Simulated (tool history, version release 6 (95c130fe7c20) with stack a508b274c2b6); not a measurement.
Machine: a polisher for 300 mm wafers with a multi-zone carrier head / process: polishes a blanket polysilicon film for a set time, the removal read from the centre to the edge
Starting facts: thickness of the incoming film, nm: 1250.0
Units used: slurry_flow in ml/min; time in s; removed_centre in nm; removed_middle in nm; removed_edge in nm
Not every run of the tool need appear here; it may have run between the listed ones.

run 1 day=0 | slurry_flow=275 centre_zone=1 middle_zone=1 edge_zone=1 time=60 | removed_centre=291.56 removed_middle=289.97 removed_edge=290.61
run 2 day=0.196 | slurry_flow=275 centre_zone=1 middle_zone=1.08 edge_zone=1 time=60 | removed_centre=287.36 removed_middle=323.46 removed_edge=290.51
run 3 day=0.262 | slurry_flow=280 centre_zone=1.04 middle_zone=1.07 edge_zone=1.02 time=63 | removed_centre=317.98 removed_middle=327.22 removed_edge=315.49
run 4 day=0.567 | slurry_flow=285 centre_zone=1.08 middle_zone=1.08 edge_zone=1.01 time=65 | removed_centre=335.99 removed_middle=340.22 removed_edge=316.19
run 5 day=0.929 | slurry_flow=290 centre_zone=1.11 middle_zone=1.07 edge_zone=1.02 time=67 | removed_centre=357.14 removed_middle=356.1 removed_edge=332.84
run 6 day=1.033 | slurry_flow=360 centre_zone=1.11 middle_zone=1.07 edge_zone=1.02 time=67 | removed_centre=370.86 removed_middle=363.76 removed_edge=344.69
run 7 day=1.108 | slurry_flow=365 centre_zone=1.13 middle_zone=1.06 edge_zone=1.02 time=68 | removed_centre=391.7 removed_middle=374.77 removed_edge=337.38

Run 8 is up next; what results do you expect?
-- day=1.479 slurry nozzle cleaned
run 8 day=1.479 | slurry_flow=360 centre_zone=1.14 middle_zone=1.04 edge_zone=1.05 time=68 | removed_centre=? removed_middle=? removed_edge=?

removed_centre: 419.54 nm
removed_middle: 387.74 nm
removed_edge: 364.19 nm
